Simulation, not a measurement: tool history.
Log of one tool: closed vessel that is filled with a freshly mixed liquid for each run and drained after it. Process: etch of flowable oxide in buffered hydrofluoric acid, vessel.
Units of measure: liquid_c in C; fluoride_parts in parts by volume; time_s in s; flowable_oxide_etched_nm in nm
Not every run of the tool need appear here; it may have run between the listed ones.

run 1 hour=0.0 | liquid_c=22.0 fluoride_parts=12.0 time_s=100 | flowable_oxide_etched_nm=296.03
run 2 hour=1.3 | liquid_c=21.0 fluoride_parts=12.5 time_s=100 | flowable_oxide_etched_nm=271.76
run 3 hour=6.3 | liquid_c=20.5 fluoride_parts=13.0 time_s=100 | flowable_oxide_etched_nm=255.12
run 4 hour=11.6 | liquid_c=20.5 fluoride_parts=13.0 time_s=110 | flowable_oxide_etched_nm=279.89
run 5 hour=18.3 | liquid_c=22.5 fluoride_parts=13.0 time_s=110 | flowable_oxide_etched_nm=310.62
run 6 hour=24.0 | liquid_c=21.0 fluoride_parts=13.0 time_s=110 | flowable_oxide_etched_nm=286.09
run 7 hour=27.8 | liquid_c=20.5 fluoride_parts=13.5 time_s=110 | flowable_oxide_etched_nm=268.09
run 8 hour=30.6 | liquid_c=20.0 fluoride_parts=14.0 time_s=110 | flowable_oxide_etched_nm=252.87

Run 9, settings as shown, results not yet in. Your forecast:
run 9 hour=32.7 | liquid_c=19.5 fluoride_parts=14.5 time_s=110 | flowable_oxide_etched_nm=?

Logged for run 9: flowable_oxide_etched_nm 238.14 nm.
